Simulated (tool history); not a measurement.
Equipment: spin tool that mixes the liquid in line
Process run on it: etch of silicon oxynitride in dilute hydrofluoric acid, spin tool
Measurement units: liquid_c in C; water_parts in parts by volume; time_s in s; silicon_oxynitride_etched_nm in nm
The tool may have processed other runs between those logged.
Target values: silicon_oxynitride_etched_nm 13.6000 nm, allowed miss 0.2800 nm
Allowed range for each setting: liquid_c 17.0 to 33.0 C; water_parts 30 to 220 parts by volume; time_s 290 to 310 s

run 1 hour=0.0 | liquid_c=25.0 water_parts=125 time_s=290 | silicon_oxynitride_etched_nm=6.9374
run 2 hour=9.0 | liquid_c=23.5 water_parts=125 time_s=290 | silicon_oxynitride_etched_nm=6.4827
run 3 hour=13.4 | liquid_c=25.5 water_parts=120 time_s=290 | silicon_oxynitride_etched_nm=7.3824
run 4 hour=18.1 | liquid_c=27.0 water_parts=115 time_s=290 | silicon_oxynitride_etched_nm=8.3597
run 5 hour=22.1 | liquid_c=25.5 water_parts=115 time_s=290 | silicon_oxynitride_etched_nm=7.8208
run 6 hour=26.5 | liquid_c=27.0 water_parts=110 time_s=290 | silicon_oxynitride_etched_nm=8.7666
run 7 hour=34.8 | liquid_c=28.0 water_parts=105 time_s=290 | silicon_oxynitride_etched_nm=9.7128
run 8 hour=43.6 | liquid_c=29.0 water_parts=105 time_s=290 | silicon_oxynitride_etched_nm=10.1470

Pick the move, out of 4, that brings all results within their allowed miss; only one does.
run A hour=52.4 | liquid_c=30.5 water_parts=75 time_s=310 | silicon_oxynitride_etched_nm=?
run B hour=52.4 | liquid_c=30.0 water_parts=70 time_s=300 | silicon_oxynitride_etched_nm=?
run C hour=52.4 | liquid_c=31.5 water_parts=95 time_s=310 | silicon_oxynitride_etched_nm=?
run D hour=52.4 | liquid_c=28.5 water_parts=70 time_s=290 | silicon_oxynitride_etched_nm=?

move=A silicon_oxynitride_etched_nm=16.7170
move=B silicon_oxynitride_etched_nm=17.0320
move=C silicon_oxynitride_etched_nm=13.5130
move=D silicon_oxynitride_etched_nm=15.3630
A: pushes the last run's worst result past its target
B: pushes the last run's worst result past its target
C: in spec on every target
D: pushes the last run's worst result past its target
Move C is the one to make.
